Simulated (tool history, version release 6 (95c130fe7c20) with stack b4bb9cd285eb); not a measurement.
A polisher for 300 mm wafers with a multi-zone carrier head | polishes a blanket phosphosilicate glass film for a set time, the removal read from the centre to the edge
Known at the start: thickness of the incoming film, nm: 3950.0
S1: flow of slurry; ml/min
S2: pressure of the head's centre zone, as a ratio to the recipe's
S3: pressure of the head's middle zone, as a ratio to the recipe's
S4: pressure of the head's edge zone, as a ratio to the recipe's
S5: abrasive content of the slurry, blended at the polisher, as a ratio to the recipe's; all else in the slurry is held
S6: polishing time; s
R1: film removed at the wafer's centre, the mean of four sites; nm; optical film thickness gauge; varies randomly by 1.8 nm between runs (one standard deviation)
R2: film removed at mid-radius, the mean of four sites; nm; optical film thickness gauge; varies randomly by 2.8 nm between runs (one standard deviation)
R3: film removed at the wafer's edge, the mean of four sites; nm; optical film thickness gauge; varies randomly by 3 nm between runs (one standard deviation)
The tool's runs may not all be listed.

run	hour	S1	S2	S3	S4	S5	S6	R1	R2	R3
1	0.0	150	1.00	1.00	1.00	1.00	73	465.52	473.69	464.33
2	4.7	145	1.00	0.97	0.98	0.90	67	398.75	397.40	407.85
3	8.0	150	1.02	0.96	0.96	0.85	62	369.18	356.11	359.95
4	13.4	150	1.02	0.96	0.93	0.85	62	369.30	364.32	355.26
5	14.3	150	1.03	0.94	0.92	0.80	59	343.92	322.53	324.13
6	19.9	150	1.03	0.92	0.91	0.75	57	322.05	294.80	304.46

Estimate the outcome of run 7 from the log above:
7	24.8	150	1.02	0.90	0.90	0.70	56	?	?	?

{"run 7": {"R1": 293.68, "R2": 280.18, "R3": 286.45}}
